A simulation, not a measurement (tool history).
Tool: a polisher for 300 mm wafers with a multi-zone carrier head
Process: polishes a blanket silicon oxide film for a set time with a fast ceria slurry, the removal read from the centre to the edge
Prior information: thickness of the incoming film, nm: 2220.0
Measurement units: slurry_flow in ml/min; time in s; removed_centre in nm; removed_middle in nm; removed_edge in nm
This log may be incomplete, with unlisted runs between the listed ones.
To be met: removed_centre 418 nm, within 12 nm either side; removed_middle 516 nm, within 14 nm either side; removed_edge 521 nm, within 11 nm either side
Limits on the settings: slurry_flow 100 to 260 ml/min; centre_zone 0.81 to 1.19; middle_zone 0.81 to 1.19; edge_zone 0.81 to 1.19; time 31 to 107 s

{"run": 1, "hour": 0.0, "slurry_flow": 165, "centre_zone": 1, "middle_zone": 1, "edge_zone": 1, "time": 69, "removed_centre": 611.09, "removed_middle": 621.6, "removed_edge": 629.7}
{"run": 2, "hour": 5.3, "slurry_flow": 145, "centre_zone": 1, "middle_zone": 1, "edge_zone": 1, "time": 69, "removed_centre": 605.35, "removed_middle": 601.97, "removed_edge": 610.74}
{"run": 3, "hour": 11.6, "slurry_flow": 145, "centre_zone": 1, "middle_zone": 1, "edge_zone": 1.08, "time": 69, "removed_centre": 601.05, "removed_middle": 599.42, "removed_edge": 636.82}
{"run": 4, "hour": 15.1, "slurry_flow": 110, "centre_zone": 1, "middle_zone": 1, "edge_zone": 1.08, "time": 69, "removed_centre": 576.05, "removed_middle": 568.95, "removed_edge": 619.68}
{"run": 5, "hour": 23.2, "slurry_flow": 110, "centre_zone": 0.96, "middle_zone": 1.01, "edge_zone": 1.06, "time": 67, "removed_centre": 530.4, "removed_middle": 564.08, "removed_edge": 596.26}
{"run": 6, "hour": 31.3, "slurry_flow": 110, "centre_zone": 0.93, "middle_zone": 1, "edge_zone": 1.03, "time": 66, "removed_centre": 511.57, "removed_middle": 555.91, "removed_edge": 577.61}
{"run": 7, "hour": 35.2, "slurry_flow": 110, "centre_zone": 0.91, "middle_zone": 1, "edge_zone": 1.02, "time": 65, "removed_centre": 497.03, "removed_middle": 549.39, "removed_edge": 571.59}
{"run": 8, "hour": 44.0, "slurry_flow": 110, "centre_zone": 0.89, "middle_zone": 1, "edge_zone": 1.01, "time": 64, "removed_centre": 478.09, "removed_middle": 533.42, "removed_edge": 562.73}
{"hour": 52.2, "done": "worn pad replaced by a new one"}
{"run": 9, "hour": 52.2, "slurry_flow": 110, "centre_zone": 0.87, "middle_zone": 1.01, "edge_zone": 1, "time": 63, "removed_centre": 501.35, "removed_middle": 592.08, "removed_edge": 598.74}

Below are 4 possible settings for the next run. Only one of them brings all results inside the allowed miss of their targets. Which is it?
{"run": "A", "hour": 60.4, "slurry_flow": 135, "centre_zone": 0.84, "middle_zone": 1.03, "edge_zone": 1.03, "time": 52, "removed_centre": "?", "removed_middle": "?", "removed_edge": "?"}
{"run": "B", "hour": 60.4, "slurry_flow": 140, "centre_zone": 1.03, "middle_zone": 1.16, "edge_zone": 0.93, "time": 66, "removed_centre": "?", "removed_middle": "?", "removed_edge": "?"}
{"run": "C", "hour": 60.4, "slurry_flow": 175, "centre_zone": 0.85, "middle_zone": 0.94, "edge_zone": 1.15, "time": 67, "removed_centre": "?", "removed_middle": "?", "removed_edge": "?"}
{"run": "D", "hour": 60.4, "slurry_flow": 135, "centre_zone": 0.86, "middle_zone": 1.05, "edge_zone": 0.98, "time": 56, "removed_centre": "?", "removed_middle": "?", "removed_edge": "?"}

move=A removed_centre=422.05 removed_middle=507.88 removed_edge=517.72
move=B removed_centre=662.71 removed_middle=717.01 removed_edge=627.21
move=C removed_centre=573.74 removed_middle=628.98 removed_edge=725.38
move=D removed_centre=465.5 removed_middle=555.93 removed_edge=544.13
A: each result inside its tolerance
B: its largest miss is bigger than the last run's
C: its largest miss is bigger than the last run's
D: nearer the targets than the last run, but a result is still out of spec
Go with A: it meets all targets.

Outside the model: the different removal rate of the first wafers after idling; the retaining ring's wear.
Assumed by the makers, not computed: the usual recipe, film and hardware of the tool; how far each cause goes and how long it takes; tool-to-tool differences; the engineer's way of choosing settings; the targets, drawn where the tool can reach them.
